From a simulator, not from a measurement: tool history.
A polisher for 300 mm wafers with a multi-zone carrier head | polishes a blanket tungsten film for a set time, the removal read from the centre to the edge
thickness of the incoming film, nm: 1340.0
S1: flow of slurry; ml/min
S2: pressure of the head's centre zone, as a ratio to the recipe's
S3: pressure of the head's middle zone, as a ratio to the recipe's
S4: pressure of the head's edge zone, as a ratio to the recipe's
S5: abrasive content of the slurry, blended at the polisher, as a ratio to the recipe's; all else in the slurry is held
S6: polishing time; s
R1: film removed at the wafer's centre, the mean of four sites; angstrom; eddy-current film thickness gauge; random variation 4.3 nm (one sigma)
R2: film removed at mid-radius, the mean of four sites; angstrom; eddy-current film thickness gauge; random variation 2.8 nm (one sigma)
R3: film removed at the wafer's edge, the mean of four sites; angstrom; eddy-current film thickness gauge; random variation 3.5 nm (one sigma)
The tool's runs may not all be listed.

run	hour	S1	S2	S3	S4	S5	S6	R1	R2	R3
1	0	210	1	1	1	1	54	2227.6	2239.9	2247
2	2.3	210	1	1.08	1	1	54	2228.7	2383.2	2271.9
3	9.3	220	1.02	1.08	1.04	1.1	57	2425.4	2605.7	2503.2
4	14.6	220	1.02	1.08	1.11	1.1	57	2444.8	2568.6	2529.4
5	19.1	255	1.02	1.08	1.11	1.1	57	2469.7	2587.9	2573.2
6	21.9	255	1.02	1.08	1.06	1.1	57	2495.1	2616.6	2539.4
7	26.1	260	1.04	1.07	1.08	1.2	60	2734.9	2794.3	2765.5

Run 8 comes next. What will it give?
8	32.4	260	1.04	1.07	1.08	1.2	60	?	?	?

Run 8 gave R1 2748.2 angstrom, R2 2795 angstrom, R3 2749.4 angstrom.
